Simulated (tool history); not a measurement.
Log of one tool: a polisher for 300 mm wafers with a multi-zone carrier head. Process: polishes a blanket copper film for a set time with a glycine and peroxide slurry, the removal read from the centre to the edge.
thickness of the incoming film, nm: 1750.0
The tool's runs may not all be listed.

run,hour,flow of slurry (ml/min),pressure of the head's centre zone,pressure of the head's middle zone,pressure of the head's edge zone,polishing time (s),film removed at the wafer's centre (nm),film removed at mid-radius (nm),film removed at the wafer's edge (nm)
1,0.0,255,1.00,1.00,1.00,49,296.70,295.19,289.72
2,8.3,255,1.05,1.00,1.00,49,321.35,294.77,289.84
3,16.3,260,1.07,1.04,1.04,51,337.36,318.25,309.35
4,22.5,270,1.10,1.07,1.07,53,359.43,341.30,318.88
# hour 30.3: edge zone pressure recalibrated
5,30.3,270,1.11,1.07,1.08,55,376.10,350.58,353.91
6,35.4,270,1.17,1.07,1.08,55,387.72,352.36,354.31
7,41.5,280,1.18,1.09,1.08,56,406.56,366.06,355.05
8,43.6,285,1.18,1.11,1.09,56,410.79,372.32,357.70

The next listed run, before its measurement:
9,52.5,285,1.17,1.12,1.10,56,?,?,?

{"run 9": {"film removed at the wafer's centre (nm)": 395.08, "film removed at mid-radius (nm)": 375.33, "film removed at the wafer's edge (nm)": 358.65}}
